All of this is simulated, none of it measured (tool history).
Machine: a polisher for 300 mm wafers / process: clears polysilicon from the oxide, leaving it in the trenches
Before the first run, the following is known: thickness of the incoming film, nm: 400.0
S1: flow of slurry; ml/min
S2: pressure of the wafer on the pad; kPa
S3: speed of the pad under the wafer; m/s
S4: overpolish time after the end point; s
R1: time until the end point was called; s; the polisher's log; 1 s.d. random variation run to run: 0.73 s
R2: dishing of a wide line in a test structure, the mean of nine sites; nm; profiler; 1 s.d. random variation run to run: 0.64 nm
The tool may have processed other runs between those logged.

{"run": 1, "day": 0.0, "S1": 255, "S2": 11.7, "S3": 0.84, "S4": 18, "R1": 46.224, "R2": 56.098}
{"run": 2, "day": 0.196, "S1": 255, "S2": 11.7, "S3": 0.84, "S4": 14, "R1": 48.189, "R2": 48.998}
{"run": 3, "day": 0.496, "S1": 255, "S2": 12.4, "S3": 0.84, "S4": 11, "R1": 44.872, "R2": 45.954}
{"run": 4, "day": 0.754, "S1": 255, "S2": 13.8, "S3": 0.84, "S4": 11, "R1": 40.435, "R2": 48.257}
{"run": 5, "day": 1.062, "S1": 260, "S2": 12.4, "S3": 0.96, "S4": 9, "R1": 39.429, "R2": 44.307}
{"run": 6, "day": 1.233, "S1": 260, "S2": 12.4, "S3": 0.76, "S4": 9, "R1": 51.22, "R2": 39.913}
{"run": 7, "day": 1.288, "S1": 305, "S2": 13.1, "S3": 0.76, "S4": 8, "R1": 46.834, "R2": 37.27}

Expected results for the next run?
{"run": 8, "day": 1.408, "S1": 305, "S2": 13.1, "S3": 0.76, "S4": 8, "R1": "?", "R2": "?"}

{"run 8": {"R1": 48.09, "R2": 37.348}}
